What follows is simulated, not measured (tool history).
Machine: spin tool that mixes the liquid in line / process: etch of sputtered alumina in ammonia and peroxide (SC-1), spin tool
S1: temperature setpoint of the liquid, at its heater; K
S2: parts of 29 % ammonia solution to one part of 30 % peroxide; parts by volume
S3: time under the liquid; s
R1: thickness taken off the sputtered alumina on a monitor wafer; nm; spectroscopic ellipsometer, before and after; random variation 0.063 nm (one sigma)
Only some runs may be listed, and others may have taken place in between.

Run 1, hour 0.0: S1 334.15 K, S2 0.45 parts by volume, S3 140 s. Result: R1 10.9230 nm.
Run 2, hour 7.1: S1 334.15 K, S2 0.45 parts by volume, S3 150 s. Result: R1 11.8090 nm.
Run 3, hour 11.7: S1 330.65 K, S2 0.45 parts by volume, S3 150 s. Result: R1 9.7915 nm.
Run 4, hour 17.2: S1 330.65 K, S2 0.45 parts by volume, S3 140 s. Result: R1 9.2236 nm.
Run 5, hour 21.8: S1 330.65 K, S2 0.45 parts by volume, S3 150 s. Result: R1 9.8764 nm.
At hour 29.4: thermometer replaced.
Run 6, hour 29.4: S1 328.65 K, S2 0.45 parts by volume, S3 150 s. Result: R1 9.3266 nm.
Run 7, hour 38.0: S1 326.65 K, S2 0.45 parts by volume, S3 150 s. Result: R1 8.2543 nm.

What does the tool deliver on the next run?
Run 8, hour 46.5: S1 325.65 K, S2 0.45 parts by volume, S3 150 s. Result: R1 ?.

R1: 7.8187 nm
